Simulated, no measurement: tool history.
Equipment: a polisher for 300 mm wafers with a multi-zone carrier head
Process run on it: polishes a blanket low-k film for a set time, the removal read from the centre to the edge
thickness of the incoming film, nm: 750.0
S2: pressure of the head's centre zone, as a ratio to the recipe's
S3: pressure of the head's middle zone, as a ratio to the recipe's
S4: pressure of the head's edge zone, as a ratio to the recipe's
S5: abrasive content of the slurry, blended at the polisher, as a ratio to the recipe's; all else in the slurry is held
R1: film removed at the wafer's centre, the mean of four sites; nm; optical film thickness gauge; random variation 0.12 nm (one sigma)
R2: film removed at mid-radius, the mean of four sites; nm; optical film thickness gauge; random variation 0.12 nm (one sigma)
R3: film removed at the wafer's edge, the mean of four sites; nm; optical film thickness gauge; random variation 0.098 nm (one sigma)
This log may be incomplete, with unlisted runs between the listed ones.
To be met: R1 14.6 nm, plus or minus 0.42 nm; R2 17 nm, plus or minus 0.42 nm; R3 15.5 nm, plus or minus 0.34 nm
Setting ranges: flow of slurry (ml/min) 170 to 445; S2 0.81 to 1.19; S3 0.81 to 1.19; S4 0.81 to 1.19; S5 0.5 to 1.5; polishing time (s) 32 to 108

Run 1, hour 0: flow of slurry (ml/min) 285, S2 1, S3 1, S4 1, S5 1, polishing time (s) 70. Result: R1 19.422 nm, R2 19.986 nm, R3 19.179 nm.
Run 2, hour 4: flow of slurry (ml/min) 235, S2 1, S3 1, S4 1, S5 1, polishing time (s) 70. Result: R1 19.419 nm, R2 19.664 nm, R3 19.086 nm.
Run 3, hour 5.9: flow of slurry (ml/min) 170, S2 1, S3 1, S4 1, S5 1, polishing time (s) 70. Result: R1 19.048 nm, R2 19.339 nm, R3 18.82 nm.
Run 4, hour 10: flow of slurry (ml/min) 175, S2 0.97, S3 1, S4 0.97, S5 0.95, polishing time (s) 70. Result: R1 17.927 nm, R2 18.985 nm, R3 18.309 nm.
Run 5, hour 11.9: flow of slurry (ml/min) 180, S2 0.96, S3 1.01, S4 0.95, S5 0.9, polishing time (s) 70. Result: R1 17.853 nm, R2 19.1 nm, R3 18.052 nm.
Run 6, hour 14.6: flow of slurry (ml/min) 180, S2 0.96, S3 1.01, S4 0.95, S5 1.1, polishing time (s) 70. Result: R1 18.869 nm, R2 20.195 nm, R3 18.86 nm.
Run 7, hour 18.3: flow of slurry (ml/min) 190, S2 0.94, S3 1.01, S4 0.93, S5 1, polishing time (s) 69. Result: R1 18.131 nm, R2 19.473 nm, R3 18.095 nm.
Run 8, hour 23.8: flow of slurry (ml/min) 190, S2 0.91, S3 1.01, S4 0.91, S5 0.9, polishing time (s) 69. Result: R1 16.933 nm, R2 18.828 nm, R3 17.255 nm.
Run 9, hour 25.6: flow of slurry (ml/min) 190, S2 0.89, S3 1, S4 0.89, S5 0.85, polishing time (s) 69. Result: R1 16.099 nm, R2 18.218 nm, R3 16.849 nm.
Run 10, hour 32.8: flow of slurry (ml/min) 195, S2 0.88, S3 1, S4 0.88, S5 0.8, polishing time (s) 69. Result: R1 15.671 nm, R2 17.923 nm, R3 16.28 nm.
Run 11, hour 34.7: flow of slurry (ml/min) 195, S2 0.87, S3 0.99, S4 0.87, S5 0.8, polishing time (s) 69. Result: R1 15.574 nm, R2 18.049 nm, R3 16.51 nm.
Run 12, hour 40.2: flow of slurry (ml/min) 185, S2 0.86, S3 0.98, S4 0.83, S5 0.65, polishing time (s) 69. Result: R1 14.412 nm, R2 16.6 nm, R3 14.989 nm.
Run 13, hour 47.5: flow of slurry (ml/min) 190, S2 0.86, S3 0.98, S4 0.84, S5 0.65, polishing time (s) 69. Result: R1 14.421 nm, R2 16.418 nm, R3 15.167 nm.
Run 14, hour 51.9: flow of slurry (ml/min) 195, S2 0.86, S3 0.99, S4 0.84, S5 0.65, polishing time (s) 69. Result: R1 14.323 nm, R2 16.68 nm, R3 15.083 nm.

Exactly one of the 5 candidate moves below puts every result within its allowed miss. Which one?
Run A, hour 56.3: flow of slurry (ml/min) 170, S2 0.9, S3 1.03, S4 0.81, S5 0.5, polishing time (s) 74. Result: R1 ?, R2 ?, R3 ?.
Run B, hour 56.3: flow of slurry (ml/min) 275, S2 0.84, S3 1.05, S4 0.9, S5 0.95, polishing time (s) 58. Result: R1 ?, R2 ?, R3 ?.
Run C, hour 56.3: flow of slurry (ml/min) 245, S2 0.84, S3 0.98, S4 0.85, S5 0.9, polishing time (s) 63. Result: R1 ?, R2 ?, R3 ?.
Run D, hour 56.3: flow of slurry (ml/min) 210, S2 0.87, S3 1.02, S4 0.85, S5 0.8, polishing time (s) 62. Result: R1 ?, R2 ?, R3 ?.
Run E, hour 56.3: flow of slurry (ml/min) 175, S2 0.88, S3 0.94, S4 0.83, S5 0.6, polishing time (s) 72. Result: R1 ?, R2 ?, R3 ?.

move      R1      R2      R3
   A   14.55  16.792  14.401
   B  13.766  17.044  14.936
   C  14.554  17.021  15.452
   D  14.021  16.485  14.503
   E  14.742   16.06  15.044
A: further off than the last run
B: further off than the last run
C: in spec on every target
D: further off than the last run
E: further off than the last run
Correct choice: C, which meets every target
